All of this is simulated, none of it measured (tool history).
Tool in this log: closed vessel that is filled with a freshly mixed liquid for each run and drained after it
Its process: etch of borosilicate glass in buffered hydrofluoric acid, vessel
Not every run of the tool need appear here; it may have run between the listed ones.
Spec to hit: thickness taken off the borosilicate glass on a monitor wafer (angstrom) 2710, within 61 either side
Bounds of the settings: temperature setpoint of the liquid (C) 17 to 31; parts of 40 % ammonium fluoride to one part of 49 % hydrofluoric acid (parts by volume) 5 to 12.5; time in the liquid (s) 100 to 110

run,hour,temperature setpoint of the liquid (C),parts of 40 % ammonium fluoride to one part of 49 % hydrofluoric acid (parts by volume),time in the liquid (s),thickness taken off the borosilicate glass on a monitor wafer (angstrom)
1,0,23,7.5,100,1419.5
2,2.2,24,7.5,100,1499.1
3,3.5,24,5.5,100,2021.7
4,12.5,24,7,100,1630.5
5,19.7,24,7.5,100,1512.4
6,25.4,24,7.5,100,1504
7,31.4,28,5.5,100,2510.1
8,33.8,29,5.5,100,2631.9

Which one of the following 4 next-run settings gets every result inside its allowed miss? There is exactly one.
A,36.2,31,6,105,?
B,36.2,30,6,100,?
C,36.2,28.5,5.5,100,?
D,36.2,28,5,100,?

move,thickness taken off the borosilicate glass on a monitor wafer (angstrom)
A,2851.1
B,2580.1
C,2578.9
D,2735.4
A: carries the result that was furthest off beyond its target, to the other side
B: lands further from the targets than the last run did
C: lands further from the targets than the last run did
D: all results land within tolerance of their targets
Move D is the one to make.
